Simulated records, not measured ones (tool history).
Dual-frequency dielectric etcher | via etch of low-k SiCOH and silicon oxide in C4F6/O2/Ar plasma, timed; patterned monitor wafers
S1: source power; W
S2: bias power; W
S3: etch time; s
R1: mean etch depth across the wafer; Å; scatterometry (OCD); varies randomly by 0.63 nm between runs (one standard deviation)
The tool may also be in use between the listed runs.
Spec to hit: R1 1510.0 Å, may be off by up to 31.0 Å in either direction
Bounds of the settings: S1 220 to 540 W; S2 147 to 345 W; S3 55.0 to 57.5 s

run,hour,S1,S2,S3,R1
1,0.0,380,246,55.0,1292.6
2,1.7,410,250,55.0,1346.1
3,10.2,430,252,55.0,1384.3
4,18.0,430,252,55.0,1384.5
5,26.9,440,253,55.0,1395.1
6,30.0,450,255,55.0,1418.3
7,31.9,460,256,55.0,1421.9
8,40.1,470,258,55.0,1439.6
9,43.0,480,259,55.0,1458.2
10,44.1,490,260,55.0,1472.4

5 candidate next runs follow, results not yet known. Just one meets every target within its allowed miss. Identify it.
A,45.2,450,248,55.0,?
B,45.2,470,246,55.0,?
C,45.2,540,231,55.5,?
D,45.2,450,262,55.0,?
E,45.2,460,214,57.5,?

move,R1
A,1402.9
B,1429.0
C,1518.3
D,1417.3
E,1443.6
A: its largest miss is bigger than the last run's
B: its largest miss is bigger than the last run's
C: each result inside its tolerance
D: its largest miss is bigger than the last run's
E: its largest miss is bigger than the last run's
So the answer is move C, the one that meets all the targets.

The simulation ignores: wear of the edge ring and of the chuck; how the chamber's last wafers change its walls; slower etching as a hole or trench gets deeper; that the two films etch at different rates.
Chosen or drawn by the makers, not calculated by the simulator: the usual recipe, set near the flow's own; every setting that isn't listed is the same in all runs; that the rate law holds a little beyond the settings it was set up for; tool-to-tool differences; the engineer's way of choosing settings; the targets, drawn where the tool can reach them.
